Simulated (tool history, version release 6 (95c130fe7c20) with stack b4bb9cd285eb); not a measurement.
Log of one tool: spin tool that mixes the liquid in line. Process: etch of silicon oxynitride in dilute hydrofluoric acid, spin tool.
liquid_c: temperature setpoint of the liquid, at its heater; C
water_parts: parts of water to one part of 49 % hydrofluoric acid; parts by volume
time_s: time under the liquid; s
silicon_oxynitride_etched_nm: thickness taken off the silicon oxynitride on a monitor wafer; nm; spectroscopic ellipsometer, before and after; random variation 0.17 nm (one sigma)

run    day  liquid_c  water_parts  time_s  silicon_oxynitride_etched_nm
  1  0.000      25.0          195     275                        4.1416
  2  0.179      27.5          145     280                        6.6825
  3  0.496      29.0          110     280                        9.7424
  4  0.821      31.5          110     280                       10.7640
  5  1.175      32.0           90     280                       13.7840
  6  1.262      30.5           90     280                       12.5910

Forecast run 7:
  7  1.304      31.0           80     280                             ?

Run 7 gave silicon_oxynitride_etched_nm 14.9130 nm.

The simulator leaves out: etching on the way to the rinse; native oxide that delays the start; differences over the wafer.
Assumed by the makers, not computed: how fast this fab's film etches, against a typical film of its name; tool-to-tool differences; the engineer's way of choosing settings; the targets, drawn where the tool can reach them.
